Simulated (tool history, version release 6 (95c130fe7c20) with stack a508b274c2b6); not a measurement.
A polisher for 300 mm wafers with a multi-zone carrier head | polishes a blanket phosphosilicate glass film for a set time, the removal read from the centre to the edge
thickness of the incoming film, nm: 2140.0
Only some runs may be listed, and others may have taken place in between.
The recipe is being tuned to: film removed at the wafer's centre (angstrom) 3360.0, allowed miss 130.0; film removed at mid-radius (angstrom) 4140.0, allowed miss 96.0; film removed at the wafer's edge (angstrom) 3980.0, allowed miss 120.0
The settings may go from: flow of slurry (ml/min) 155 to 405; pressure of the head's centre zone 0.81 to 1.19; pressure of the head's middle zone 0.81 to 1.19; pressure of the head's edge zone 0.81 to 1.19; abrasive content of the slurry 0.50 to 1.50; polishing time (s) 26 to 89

run,hour,flow of slurry (ml/min),pressure of the head's centre zone,pressure of the head's middle zone,pressure of the head's edge zone,abrasive content of the slurry,polishing time (s),film removed at the wafer's centre (angstrom),film removed at mid-radius (angstrom),film removed at the wafer's edge (angstrom)
1,0.0,260,1.00,1.00,1.00,1.00,57,4121.8,4292.7,4215.0
2,1.3,225,1.00,1.00,1.00,1.00,57,4012.3,4186.5,4098.8
3,4.3,210,0.96,1.01,1.00,1.00,57,3737.4,4121.1,4141.0
4,9.4,200,0.95,1.03,0.99,1.00,57,3639.1,4175.1,4048.2
5,10.6,190,0.94,1.04,0.99,1.00,57,3579.6,4125.0,4028.3
6,11.2,185,0.93,1.05,0.99,1.00,57,3550.2,4146.2,3986.0
7,11.8,185,0.93,1.05,0.99,1.00,57,3495.7,4106.2,3973.8
8,13.0,185,0.93,1.05,0.99,1.00,57,3586.3,4129.4,3955.4
# hour 18.6: slurry nozzle cleaned
9,18.6,170,0.87,1.06,1.01,1.00,57,3500.5,4456.6,4277.0

Exactly one of the 4 candidate moves below puts every result within its allowed miss. Which one?
A,24.2,155,0.85,1.08,0.88,1.10,53,?,?,?
B,24.2,155,0.81,1.11,1.00,1.10,58,?,?,?
C,24.2,155,0.89,1.06,1.04,0.85,58,?,?,?
D,24.2,170,0.88,1.04,0.89,0.90,59,?,?,?

move,film removed at the wafer's centre (angstrom),film removed at mid-radius (angstrom),film removed at the wafer's edge (angstrom)
A,3286.8,4440.9,3774.0
B,3426.8,4973.1,4383.0
C,3289.0,4175.4,3903.1
D,3495.0,4407.7,3866.3
A: no better and no worse than the last run
B: the biggest miss grows against the last run
C: every result within its allowed miss
D: nearer than the last run, and not there yet
Correct choice: C, which meets every target
